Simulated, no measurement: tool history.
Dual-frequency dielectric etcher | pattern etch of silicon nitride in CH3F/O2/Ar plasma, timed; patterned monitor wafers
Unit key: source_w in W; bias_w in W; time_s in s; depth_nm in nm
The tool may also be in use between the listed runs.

{"run": 1, "hour": 0.0, "source_w": 340, "bias_w": 80, "time_s": 82.5, "depth_nm": 58.189}
{"run": 2, "hour": 8.6, "source_w": 360, "bias_w": 83, "time_s": 82.5, "depth_nm": 60.322}
{"run": 3, "hour": 11.1, "source_w": 360, "bias_w": 75, "time_s": 82.5, "depth_nm": 57.219}
{"run": 4, "hour": 15.1, "source_w": 360, "bias_w": 75, "time_s": 82.5, "depth_nm": 57.135}
{"run": 5, "hour": 22.5, "source_w": 370, "bias_w": 79, "time_s": 82.5, "depth_nm": 58.802}
{"run": 6, "hour": 28.3, "source_w": 370, "bias_w": 79, "time_s": 82.5, "depth_nm": 58.975}
{"run": 7, "hour": 33.0, "source_w": 380, "bias_w": 83, "time_s": 82.5, "depth_nm": 60.807}
{"run": 8, "hour": 40.5, "source_w": 390, "bias_w": 86, "time_s": 82.5, "depth_nm": 62.569}
{"run": 9, "hour": 42.0, "source_w": 400, "bias_w": 88, "time_s": 82.5, "depth_nm": 63.548}
{"run": 10, "hour": 44.6, "source_w": 410, "bias_w": 90, "time_s": 82.5, "depth_nm": 64.718}
{"run": 11, "hour": 48.8, "source_w": 420, "bias_w": 92, "time_s": 82.5, "depth_nm": 65.828}
{"run": 12, "hour": 52.6, "source_w": 430, "bias_w": 93, "time_s": 82.5, "depth_nm": 66.695}

The next listed run, before its measurement:
{"run": 13, "hour": 55.7, "source_w": 430, "bias_w": 94, "time_s": 82.5, "depth_nm": "?"}

{"run 13": {"depth_nm": 67.154}}
